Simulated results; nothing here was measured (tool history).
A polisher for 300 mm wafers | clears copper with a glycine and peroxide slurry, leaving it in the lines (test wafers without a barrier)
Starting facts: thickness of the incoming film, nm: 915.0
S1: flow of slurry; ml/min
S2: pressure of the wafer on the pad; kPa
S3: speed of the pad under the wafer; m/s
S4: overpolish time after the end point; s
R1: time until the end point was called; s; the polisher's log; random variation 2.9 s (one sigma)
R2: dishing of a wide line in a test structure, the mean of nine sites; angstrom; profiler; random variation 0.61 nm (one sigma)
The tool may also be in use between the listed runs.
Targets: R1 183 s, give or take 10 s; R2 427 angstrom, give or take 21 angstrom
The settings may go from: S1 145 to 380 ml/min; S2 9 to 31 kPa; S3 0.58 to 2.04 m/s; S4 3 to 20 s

Run 1, hour 0: S1 245 ml/min, S2 20 kPa, S3 1.3 m/s, S4 10 s. Result: R1 122.59 s, R2 490.76 angstrom.
Run 2, hour 8.7: S1 245 ml/min, S2 16.5 kPa, S3 1.3 m/s, S4 10 s. Result: R1 145.45 s, R2 430.91 angstrom.
Run 3, hour 12.1: S1 245 ml/min, S2 16.5 kPa, S3 1.3 m/s, S4 12 s. Result: R1 144.62 s, R2 480.81 angstrom.
Run 4, hour 13.2: S1 245 ml/min, S2 15.9 kPa, S3 1.3 m/s, S4 12 s. Result: R1 148.16 s, R2 473.59 angstrom.
Run 5, hour 22: S1 245 ml/min, S2 15.9 kPa, S3 1.54 m/s, S4 12 s. Result: R1 136.39 s, R2 505.59 angstrom.
Run 6, hour 28.2: S1 245 ml/min, S2 15.9 kPa, S3 1.54 m/s, S4 8 s. Result: R1 135.65 s, R2 379.13 angstrom.
Run 7, hour 29.9: S1 245 ml/min, S2 15.2 kPa, S3 1.52 m/s, S4 9 s. Result: R1 139.03 s, R2 384.92 angstrom.
Run 8, hour 36.5: S1 245 ml/min, S2 14.5 kPa, S3 1.48 m/s, S4 10 s. Result: R1 150.16 s, R2 409.02 angstrom.
Run 9, hour 40.2: S1 245 ml/min, S2 13.8 kPa, S3 1.48 m/s, S4 10 s. Result: R1 157 s, R2 402.19 angstrom.
Run 10, hour 41: S1 245 ml/min, S2 12.4 kPa, S3 1.46 m/s, S4 11 s. Result: R1 170.6 s, R2 402.88 angstrom.
At hour 49.6: worn pad replaced by a new one.
Run 11, hour 49.6: S1 245 ml/min, S2 11.7 kPa, S3 1.44 m/s, S4 12 s. Result: R1 165.17 s, R2 432.64 angstrom.

Which of these 4 next moves meets every target?
Run A, hour 58.2: S1 245 ml/min, S2 11 kPa, S3 1.36 m/s, S4 15 s. Result: R1 ?, R2 ?.
Run B, hour 58.2: S1 235 ml/min, S2 11 kPa, S3 1.3 m/s, S4 11 s. Result: R1 ?, R2 ?.
Run C, hour 58.2: S1 195 ml/min, S2 13.1 kPa, S3 1.34 m/s, S4 12 s. Result: R1 ?, R2 ?.
Run D, hour 58.2: S1 220 ml/min, S2 11.7 kPa, S3 1.22 m/s, S4 13 s. Result: R1 ?, R2 ?.

move      R1      R2
   A  177.74  488.18
   B  183.32  378.94
   C  161.29  448.15
   D   182.8  433.31
A: the worst result of the last run now meets its target, but another is out of spec
B: the worst result of the last run now meets its target, but another is out of spec
C: its largest miss is bigger than the last run's
D: each result inside its tolerance
Go with D: it meets all targets.
